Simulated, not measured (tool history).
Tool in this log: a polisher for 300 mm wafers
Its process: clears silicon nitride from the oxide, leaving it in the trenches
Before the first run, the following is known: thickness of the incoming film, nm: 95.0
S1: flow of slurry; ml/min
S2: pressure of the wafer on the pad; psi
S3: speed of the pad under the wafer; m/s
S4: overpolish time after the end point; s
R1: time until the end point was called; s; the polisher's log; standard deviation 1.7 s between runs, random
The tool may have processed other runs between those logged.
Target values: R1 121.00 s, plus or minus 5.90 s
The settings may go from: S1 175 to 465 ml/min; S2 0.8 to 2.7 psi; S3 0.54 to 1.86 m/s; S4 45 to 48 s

run	day	S1	S2	S3	S4	R1
1	0.000	295	1.7	1.18	45	154.56
2	0.142	295	1.7	0.98	45	182.71
3	0.217	295	1.7	0.68	45	270.39
4	0.433	295	1.4	0.68	45	331.71
5	0.583	295	1.4	0.92	45	239.74
6	0.796	295	1.7	0.92	45	201.52
7	0.954	295	1.8	0.92	45	187.54
8	1.058	295	1.9	0.92	45	181.09
9	1.183	295	2.0	0.92	45	167.34
10	1.300	295	2.5	0.94	45	135.17

Pick the move, out of 4, that brings all results within their allowed miss; only one does.
A	1.417	245	2.3	0.92	48	?
B	1.417	265	2.5	1.06	48	?
C	1.417	260	2.4	0.78	45	?
D	1.417	300	2.3	0.90	45	?

move	R1
A	146.19
B	116.95
C	163.65
D	147.43
A: its largest miss is bigger than the last run's
B: all results in spec
C: its largest miss is bigger than the last run's
D: its largest miss is bigger than the last run's
So the answer is move B, the one that meets all the targets.
